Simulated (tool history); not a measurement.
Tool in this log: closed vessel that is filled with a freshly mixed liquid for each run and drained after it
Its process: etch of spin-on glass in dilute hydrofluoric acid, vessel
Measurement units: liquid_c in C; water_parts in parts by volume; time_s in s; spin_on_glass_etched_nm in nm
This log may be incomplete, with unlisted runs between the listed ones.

{"run": 1, "hour": 0.0, "liquid_c": 25.0, "water_parts": 65, "time_s": 110, "spin_on_glass_etched_nm": 52.663}
{"run": 2, "hour": 6.0, "liquid_c": 25.0, "water_parts": 80, "time_s": 110, "spin_on_glass_etched_nm": 42.212}
{"run": 3, "hour": 7.5, "liquid_c": 27.5, "water_parts": 75, "time_s": 110, "spin_on_glass_etched_nm": 49.648}
{"run": 4, "hour": 12.3, "liquid_c": 30.0, "water_parts": 75, "time_s": 110, "spin_on_glass_etched_nm": 54.742}
{"run": 5, "hour": 13.9, "liquid_c": 31.0, "water_parts": 70, "time_s": 110, "spin_on_glass_etched_nm": 61.276}
{"run": 6, "hour": 17.2, "liquid_c": 31.5, "water_parts": 65, "time_s": 110, "spin_on_glass_etched_nm": 67.403}
{"run": 7, "hour": 25.0, "liquid_c": 32.0, "water_parts": 65, "time_s": 110, "spin_on_glass_etched_nm": 68.641}

Run 8, settings as shown, results not yet in. Your forecast:
{"run": 8, "hour": 27.8, "liquid_c": 32.0, "water_parts": 65, "time_s": 110, "spin_on_glass_etched_nm": "?"}

{"run 8": {"spin_on_glass_etched_nm": 69.103}}
